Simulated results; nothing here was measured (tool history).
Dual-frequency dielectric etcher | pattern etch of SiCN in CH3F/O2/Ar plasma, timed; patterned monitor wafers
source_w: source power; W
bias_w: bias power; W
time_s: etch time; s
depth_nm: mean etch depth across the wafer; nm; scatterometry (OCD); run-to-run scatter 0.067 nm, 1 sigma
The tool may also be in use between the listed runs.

run	hour	source_w	bias_w	time_s	depth_nm
1	0.0	450	63	63.0	25.394
2	8.3	460	63	63.0	25.779
3	16.4	470	63	63.0	26.095
4	23.6	470	54	63.0	24.579
5	32.3	470	54	65.5	25.595
6	34.1	470	44	65.5	23.775
7	36.8	510	44	65.5	24.739
8	42.5	530	44	65.5	25.453

The next listed run, before its measurement:
9	50.0	540	44	65.5	?

depth_nm: 25.664 nm
